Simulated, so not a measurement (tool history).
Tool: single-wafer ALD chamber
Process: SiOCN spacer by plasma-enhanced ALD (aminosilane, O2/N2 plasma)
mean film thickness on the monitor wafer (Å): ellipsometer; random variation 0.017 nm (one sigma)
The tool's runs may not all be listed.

run  hour  heater temperature setpoint (K)  number of ALD cycles (cycles)  mean film thickness on the monitor wafer (Å)
  1   0.0                           698.15                             96                                        53.205
  2   6.5                           698.15                             85                                        47.421
  3  15.3                           702.15                             84                                        46.120
  4  18.5                           702.15                             78                                        42.462
  5  23.2                           709.15                             78                                        41.391
  6  24.6                           709.15                             65                                        34.690
  7  27.5                           701.15                             68                                        37.307
  8  31.7                           695.15                             71                                        39.768
  9  37.6                           690.15                             72                                        41.190
 10  43.5                           686.15                             73                                        42.418
 11  46.9                           683.15                             73                                        42.559
 12  48.6                           681.15                             74                                        43.633
 13  50.3                           677.15                             74                                        43.663

Forecast run 14:
 14  54.4                           676.15                             74                                             ?

mean film thickness on the monitor wafer (Å): 43.962
